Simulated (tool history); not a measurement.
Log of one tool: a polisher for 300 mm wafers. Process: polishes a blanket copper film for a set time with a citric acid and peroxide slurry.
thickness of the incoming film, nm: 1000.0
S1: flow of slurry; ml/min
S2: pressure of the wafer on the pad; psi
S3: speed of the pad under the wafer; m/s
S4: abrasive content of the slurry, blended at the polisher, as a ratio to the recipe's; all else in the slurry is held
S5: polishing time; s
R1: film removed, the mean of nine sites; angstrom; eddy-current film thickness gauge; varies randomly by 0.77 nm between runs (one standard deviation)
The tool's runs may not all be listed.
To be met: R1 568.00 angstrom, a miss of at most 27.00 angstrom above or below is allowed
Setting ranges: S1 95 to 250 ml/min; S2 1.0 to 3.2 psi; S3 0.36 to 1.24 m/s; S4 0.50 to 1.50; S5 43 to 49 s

{"run": 1, "hour": 0.0, "S1": 160, "S2": 2.1, "S3": 0.8, "S4": 1.0, "S5": 49, "R1": 673.35}
{"run": 2, "hour": 1.5, "S1": 160, "S2": 2.6, "S3": 0.8, "S4": 1.0, "S5": 49, "R1": 812.32}
{"run": 3, "hour": 3.9, "S1": 160, "S2": 2.6, "S3": 0.8, "S4": 0.85, "S5": 49, "R1": 810.67}
{"run": 4, "hour": 5.9, "S1": 160, "S2": 2.4, "S3": 0.8, "S4": 0.85, "S5": 49, "R1": 731.33}
{"run": 5, "hour": 14.3, "S1": 140, "S2": 2.4, "S3": 0.8, "S4": 0.85, "S5": 49, "R1": 733.13}
{"run": 6, "hour": 21.0, "S1": 140, "S2": 2.2, "S3": 0.8, "S4": 0.85, "S5": 49, "R1": 681.02}
{"run": 7, "hour": 23.3, "S1": 140, "S2": 2.1, "S3": 0.8, "S4": 0.85, "S5": 49, "R1": 633.5}
{"run": 8, "hour": 28.8, "S1": 140, "S2": 2.0, "S3": 0.8, "S4": 0.85, "S5": 49, "R1": 621.72}

5 candidate next runs follow, results not yet known. Just one meets every target within its allowed miss. Identify it.
{"run": "A", "hour": 34.3, "S1": 135, "S2": 1.5, "S3": 1.06, "S4": 0.9, "S5": 47, "R1": "?"}
{"run": "B", "hour": 34.3, "S1": 155, "S2": 2.1, "S3": 0.78, "S4": 1.25, "S5": 49, "R1": "?"}
{"run": "C", "hour": 34.3, "S1": 145, "S2": 2.2, "S3": 0.86, "S4": 0.9, "S5": 48, "R1": "?"}
{"run": "D", "hour": 34.3, "S1": 160, "S2": 2.4, "S3": 0.84, "S4": 0.7, "S5": 45, "R1": "?"}
{"run": "E", "hour": 34.3, "S1": 150, "S2": 2.2, "S3": 0.8, "S4": 1.05, "S5": 49, "R1": "?"}

move=A R1=561.89
move=B R1=686.34
move=C R1=700.68
move=D R1=668.44
move=E R1=700.92
A: all results in spec
B: its largest miss is bigger than the last run's
C: its largest miss is bigger than the last run's
D: its largest miss is bigger than the last run's
E: its largest miss is bigger than the last run's
So the answer is move A, the one that meets all the targets.

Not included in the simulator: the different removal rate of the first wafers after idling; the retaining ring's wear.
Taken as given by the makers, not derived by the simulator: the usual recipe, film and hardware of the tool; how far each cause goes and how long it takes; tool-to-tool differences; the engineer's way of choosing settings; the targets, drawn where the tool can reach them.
